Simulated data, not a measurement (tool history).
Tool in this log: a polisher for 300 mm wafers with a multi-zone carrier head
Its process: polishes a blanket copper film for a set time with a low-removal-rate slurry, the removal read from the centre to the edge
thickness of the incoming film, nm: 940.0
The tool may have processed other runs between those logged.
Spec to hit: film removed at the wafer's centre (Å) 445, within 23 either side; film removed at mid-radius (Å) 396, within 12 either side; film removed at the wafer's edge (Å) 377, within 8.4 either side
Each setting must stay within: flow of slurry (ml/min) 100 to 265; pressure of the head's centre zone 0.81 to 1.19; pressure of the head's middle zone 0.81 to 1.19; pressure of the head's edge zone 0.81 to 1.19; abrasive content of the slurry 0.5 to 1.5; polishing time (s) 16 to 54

run,day,flow of slurry (ml/min),pressure of the head's centre zone,pressure of the head's middle zone,pressure of the head's edge zone,abrasive content of the slurry,polishing time (s),film removed at the wafer's centre (Å),film removed at mid-radius (Å),film removed at the wafer's edge (Å)
1,0,170,1,1,1,1,35,738.78,775.83,776.81
2,0.188,170,0.96,1,1,1,35,730.08,765.4,774.56
3,0.35,170,0.96,1,1.04,1,35,716.27,766.26,796.32
4,0.721,165,0.97,0.99,1.02,0.95,33,689.07,710.38,746.33
5,0.804,165,0.97,0.99,1.02,0.95,41,832.16,880.86,913.27
6,1.008,165,0.97,0.99,1.02,0.95,36,755.26,791.36,802.3
7,1.312,160,0.95,0.97,1,0.9,34,661.31,709.69,745.74
8,1.496,155,1.05,1.03,0.9,0.65,24,486.83,486.61,467.56
9,1.683,150,1.06,1.03,0.89,0.65,24,490.74,492.79,468.47
10,1.9,150,1.07,1.03,0.88,0.65,24,515.43,493.3,459.31
11,2.229,145,1.07,1.02,0.87,0.65,24,502.88,491.2,455.35
# day 2.546: centre zone pressure recalibrated
12,2.546,145,1.07,1.01,0.86,0.65,24,534.6,477.82,452.3
13,2.796,140,1.07,1.01,0.85,0.65,24,545.37,471.89,449.36
14,3.042,130,1.02,1,0.82,0.5,19,383.78,354.38,332.53
15,3.179,140,1.03,1,0.82,0.5,19,378.19,359.64,334.09
16,3.233,185,1.13,1,0.92,0.75,19,483.39,402.41,388

Which of these 4 next moves meets every target?
A,3.288,180,1.1,1.02,0.92,0.6,19,?,?,?
B,3.288,215,1.12,0.98,0.89,0.9,19,?,?,?
C,3.288,215,1.18,0.95,0.91,1,18,?,?,?
D,3.288,200,1.07,1.07,0.83,1,18,?,?,?

move,film removed at the wafer's centre (Å),film removed at mid-radius (Å),film removed at the wafer's edge (Å)
A,441.98,392.77,374.23
B,496.63,417.87,403.28
C,505.65,393.23,393.81
D,453.75,431.02,374.53
A: every result lands within tolerance
B: its largest miss is bigger than the last run's
C: its largest miss is bigger than the last run's
D: the furthest-off result lands on target, but another misses its tolerance
Go with A: it meets all targets.
